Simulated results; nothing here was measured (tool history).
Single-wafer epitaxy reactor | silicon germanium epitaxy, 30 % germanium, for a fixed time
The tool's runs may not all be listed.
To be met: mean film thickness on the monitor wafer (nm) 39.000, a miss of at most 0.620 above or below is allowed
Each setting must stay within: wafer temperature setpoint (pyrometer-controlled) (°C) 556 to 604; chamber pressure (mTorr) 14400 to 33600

run	hour	wafer temperature setpoint (pyrometer-controlled) (°C)	chamber pressure (mTorr)	mean film thickness on the monitor wafer (nm)
1	0.0	580	24000	44.232
2	4.5	591	24000	56.430
3	12.7	586	23900	50.427
4	16.7	581	23900	45.101
5	24.0	581	21400	43.493
6	26.3	580	21400	42.706
7	29.5	579	21400	41.748
8	37.0	578	21400	41.053
9	44.7	577	21400	39.636

Consider the 4 candidate settings below. Which is the only one whose results all fall within their allowed miss of target?
A	52.4	575	20900	?
B	52.4	578	21400	?
C	52.4	574	21600	?
D	52.4	575	23300	?

move	mean film thickness on the monitor wafer (nm)
A	37.994
B	40.898
C	37.558
D	39.355
A: the result that was furthest off in the last run now lies on the other side of its target
B: further off than the last run
C: the result that was furthest off in the last run now lies on the other side of its target
D: all results land within tolerance of their targets
Go with D: it meets all targets.
